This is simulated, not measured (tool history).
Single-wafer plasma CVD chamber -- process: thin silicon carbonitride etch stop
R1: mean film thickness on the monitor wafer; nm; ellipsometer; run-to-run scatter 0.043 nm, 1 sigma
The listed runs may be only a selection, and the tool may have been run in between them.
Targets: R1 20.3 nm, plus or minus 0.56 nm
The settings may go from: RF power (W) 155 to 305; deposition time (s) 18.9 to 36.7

Run 1, hour 0: RF power (W) 230, deposition time (s) 27.8. Result: R1 16.558 nm.
Run 2, hour 8: RF power (W) 260, deposition time (s) 27.8. Result: R1 17.035 nm.
Run 3, hour 13.9: RF power (W) 260, deposition time (s) 28.5. Result: R1 17.487 nm.
Run 4, hour 22.2: RF power (W) 260, deposition time (s) 26.8. Result: R1 16.508 nm.
Run 5, hour 24.3: RF power (W) 230, deposition time (s) 26.8. Result: R1 15.969 nm.
Run 6, hour 28.9: RF power (W) 260, deposition time (s) 26.8. Result: R1 16.437 nm.
At hour 37.5: thermocouple changed; heater temperature recalibrated.
Run 7, hour 37.5: RF power (W) 265, deposition time (s) 27.6. Result: R1 17.004 nm.
Run 8, hour 44.2: RF power (W) 265, deposition time (s) 27.6. Result: R1 17.067 nm.

Which one of the following 5 next-run settings gets every result inside its allowed miss? There is exactly one.
Run A, hour 50.9: RF power (W) 285, deposition time (s) 35.8. Result: R1 ?.
Run B, hour 50.9: RF power (W) 260, deposition time (s) 22.1. Result: R1 ?.
Run C, hour 50.9: RF power (W) 285, deposition time (s) 32. Result: R1 ?.
Run D, hour 50.9: RF power (W) 275, deposition time (s) 34.9. Result: R1 ?.
Run E, hour 50.9: RF power (W) 265, deposition time (s) 34.7. Result: R1 ?.

move      R1
   A  22.419
   B  13.508
   C  20.039
   D  21.649
   E  21.316
A: takes the biggest miss from the last run beyond its target
B: its largest miss is bigger than the last run's
C: every result within its allowed miss
D: takes the biggest miss from the last run beyond its target
E: takes the biggest miss from the last run beyond its target
Go with C: it meets all targets.
